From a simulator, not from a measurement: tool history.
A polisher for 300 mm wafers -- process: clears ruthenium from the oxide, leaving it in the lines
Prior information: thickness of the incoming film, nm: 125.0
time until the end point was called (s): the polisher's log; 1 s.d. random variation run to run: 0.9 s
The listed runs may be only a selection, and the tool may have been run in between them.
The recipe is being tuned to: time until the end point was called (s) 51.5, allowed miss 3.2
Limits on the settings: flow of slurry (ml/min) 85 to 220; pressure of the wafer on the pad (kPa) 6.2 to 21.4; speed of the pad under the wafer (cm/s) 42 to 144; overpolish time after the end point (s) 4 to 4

run	hour	flow of slurry (ml/min)	pressure of the wafer on the pad (kPa)	speed of the pad under the wafer (cm/s)	overpolish time after the end point (s)	time until the end point was called (s)
1	0	140	13.8	92	4	93.178
2	5.9	140	15.2	92	4	85.631
3	9.5	140	15.9	94	4	76.37
4	14.7	110	15.9	94	4	82.863
5	23.3	110	13.8	94	4	93.391
6	32.3	110	15.2	96	4	86.366
7	40.4	115	15.9	96	4	79.876
8	42.8	115	16.5	96	4	78.376
9	45.5	120	17.2	98	4	70.854
10	52.7	125	17.9	98	4	69.451
11	60.2	125	18.6	100	4	65.51
12	67	125	19.3	102	4	60.423
13	69.6	130	20.7	104	4	56.912
14	73.8	130	20.7	106	4	55.739

Consider the 4 candidate settings below. Which is the only one whose results all fall within their allowed miss of target?
A	78	125	15.9	114	4	?
B	78	125	20	118	4	?
C	78	165	20	98	4	?
D	78	160	16.5	112	4	?

move	time until the end point was called (s)
A	66.872
B	51.56
C	58.853
D	62.475
A: lands further from the targets than the last run did
B: each result inside its tolerance
C: lands further from the targets than the last run did
D: lands further from the targets than the last run did
B is the move that brings every result within its allowed miss.

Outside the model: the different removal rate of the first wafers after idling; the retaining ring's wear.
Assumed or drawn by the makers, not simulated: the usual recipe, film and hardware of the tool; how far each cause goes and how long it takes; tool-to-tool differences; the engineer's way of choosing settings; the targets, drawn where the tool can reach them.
